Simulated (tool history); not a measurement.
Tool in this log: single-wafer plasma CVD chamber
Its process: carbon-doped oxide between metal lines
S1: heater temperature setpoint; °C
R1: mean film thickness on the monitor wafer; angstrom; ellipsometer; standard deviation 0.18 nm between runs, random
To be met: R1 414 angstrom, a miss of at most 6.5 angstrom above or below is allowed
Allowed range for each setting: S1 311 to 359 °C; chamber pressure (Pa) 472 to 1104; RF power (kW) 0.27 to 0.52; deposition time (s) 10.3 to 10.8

run 1 hour=0 | S1=335 chamber_pressure_(Pa)=788 RF_power_(kW)=0.395 deposition_time_(s)=10.8 | R1=530.68
run 2 hour=7.3 | S1=335 chamber_pressure_(Pa)=719 RF_power_(kW)=0.395 deposition_time_(s)=10.8 | R1=524.33
run 3 hour=14.9 | S1=343 chamber_pressure_(Pa)=719 RF_power_(kW)=0.395 deposition_time_(s)=10.8 | R1=512.91
run 4 hour=18 | S1=343 chamber_pressure_(Pa)=611 RF_power_(kW)=0.395 deposition_time_(s)=10.8 | R1=505.19
run 5 hour=23.8 | S1=353 chamber_pressure_(Pa)=611 RF_power_(kW)=0.395 deposition_time_(s)=10.8 | R1=485.07
run 6 hour=24.4 | S1=353 chamber_pressure_(Pa)=533 RF_power_(kW)=0.395 deposition_time_(s)=10.8 | R1=485.42
-- hour=32.1 capacitance manometer re-zeroed and calibrated
run 7 hour=32.1 | S1=354 chamber_pressure_(Pa)=531 RF_power_(kW)=0.38 deposition_time_(s)=10.8 | R1=468.57
run 8 hour=36.5 | S1=355 chamber_pressure_(Pa)=528 RF_power_(kW)=0.37 deposition_time_(s)=10.8 | R1=461.8
run 9 hour=39.2 | S1=356 chamber_pressure_(Pa)=525 RF_power_(kW)=0.36 deposition_time_(s)=10.8 | R1=451
run 10 hour=47.3 | S1=358 chamber_pressure_(Pa)=495 RF_power_(kW)=0.315 deposition_time_(s)=10.7 | R1=400.08
run 11 hour=48.3 | S1=357 chamber_pressure_(Pa)=501 RF_power_(kW)=0.315 deposition_time_(s)=10.7 | R1=403.98
run 12 hour=53.6 | S1=356 chamber_pressure_(Pa)=505 RF_power_(kW)=0.315 deposition_time_(s)=10.7 | R1=404.54
run 13 hour=57.5 | S1=355 chamber_pressure_(Pa)=509 RF_power_(kW)=0.315 deposition_time_(s)=10.7 | R1=405.68
run 14 hour=64.4 | S1=354 chamber_pressure_(Pa)=513 RF_power_(kW)=0.315 deposition_time_(s)=10.7 | R1=406.93

Pick the move, out of 4, that brings all results within their allowed miss; only one does.
run A hour=71.3 | S1=350 chamber_pressure_(Pa)=473 RF_power_(kW)=0.315 deposition_time_(s)=10.8 | R1=?
run B hour=71.3 | S1=358 chamber_pressure_(Pa)=529 RF_power_(kW)=0.305 deposition_time_(s)=10.8 | R1=?
run C hour=71.3 | S1=355 chamber_pressure_(Pa)=472 RF_power_(kW)=0.335 deposition_time_(s)=10.3 | R1=?
run D hour=71.3 | S1=350 chamber_pressure_(Pa)=479 RF_power_(kW)=0.295 deposition_time_(s)=10.8 | R1=?

move=A R1=410.93
move=B R1=397.32
move=C R1=403.36
move=D R1=392.77
A: every result lands within tolerance
B: further off than the last run
C: further off than the last run
D: further off than the last run
The move that meets every target is A.
